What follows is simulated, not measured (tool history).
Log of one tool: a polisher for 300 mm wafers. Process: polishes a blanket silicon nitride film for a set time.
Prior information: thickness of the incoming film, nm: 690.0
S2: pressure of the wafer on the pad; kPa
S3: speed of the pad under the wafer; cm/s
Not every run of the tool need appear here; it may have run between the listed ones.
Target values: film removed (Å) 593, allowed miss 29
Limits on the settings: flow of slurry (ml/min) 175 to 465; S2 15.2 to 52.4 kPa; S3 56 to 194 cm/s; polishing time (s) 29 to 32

{"run": 1, "hour": 0.0, "flow of slurry (ml/min)": 295, "S2": 33.8, "S3": 124, "polishing time (s)": 32, "film removed (Å)": 728.01}
{"run": 2, "hour": 3.9, "flow of slurry (ml/min)": 295, "S2": 39.3, "S3": 124, "polishing time (s)": 32, "film removed (Å)": 837.24}
{"run": 3, "hour": 9.4, "flow of slurry (ml/min)": 295, "S2": 36.5, "S3": 122, "polishing time (s)": 32, "film removed (Å)": 788.63}
{"run": 4, "hour": 10.0, "flow of slurry (ml/min)": 295, "S2": 34.5, "S3": 120, "polishing time (s)": 32, "film removed (Å)": 721.01}
{"run": 5, "hour": 17.3, "flow of slurry (ml/min)": 295, "S2": 33.1, "S3": 120, "polishing time (s)": 32, "film removed (Å)": 687.5}
{"run": 6, "hour": 26.2, "flow of slurry (ml/min)": 295, "S2": 32.4, "S3": 120, "polishing time (s)": 32, "film removed (Å)": 695.87}
{"run": 7, "hour": 28.2, "flow of slurry (ml/min)": 295, "S2": 31, "S3": 120, "polishing time (s)": 32, "film removed (Å)": 657.21}
{"run": 8, "hour": 30.3, "flow of slurry (ml/min)": 295, "S2": 30.3, "S3": 120, "polishing time (s)": 32, "film removed (Å)": 638.22}
{"run": 9, "hour": 34.3, "flow of slurry (ml/min)": 295, "S2": 29.6, "S3": 120, "polishing time (s)": 32, "film removed (Å)": 607.24}

Exercise: of the 5 proposed moves below, exactly one satisfies all targets within the stated allowed misses. Which move is it?
{"run": "A", "hour": 38.3, "flow of slurry (ml/min)": 290, "S2": 27.6, "S3": 126, "polishing time (s)": 31, "film removed (Å)": "?"}
{"run": "B", "hour": 38.3, "flow of slurry (ml/min)": 315, "S2": 31.7, "S3": 114, "polishing time (s)": 32, "film removed (Å)": "?"}
{"run": "C", "hour": 38.3, "flow of slurry (ml/min)": 315, "S2": 28.3, "S3": 132, "polishing time (s)": 32, "film removed (Å)": "?"}
{"run": "D", "hour": 38.3, "flow of slurry (ml/min)": 275, "S2": 27.6, "S3": 114, "polishing time (s)": 31, "film removed (Å)": "?"}
{"run": "E", "hour": 38.3, "flow of slurry (ml/min)": 220, "S2": 31, "S3": 124, "polishing time (s)": 32, "film removed (Å)": "?"}

move=A film_removed_(Å)=579.12
move=B film_removed_(Å)=636.54
move=C film_removed_(Å)=640.44
move=D film_removed_(Å)=531.66
move=E film_removed_(Å)=640.25
A: in spec on every target
B: its largest miss is bigger than the last run's
C: its largest miss is bigger than the last run's
D: the result that was furthest off in the last run now lies on the other side of its target
E: its largest miss is bigger than the last run's
A meets every target.
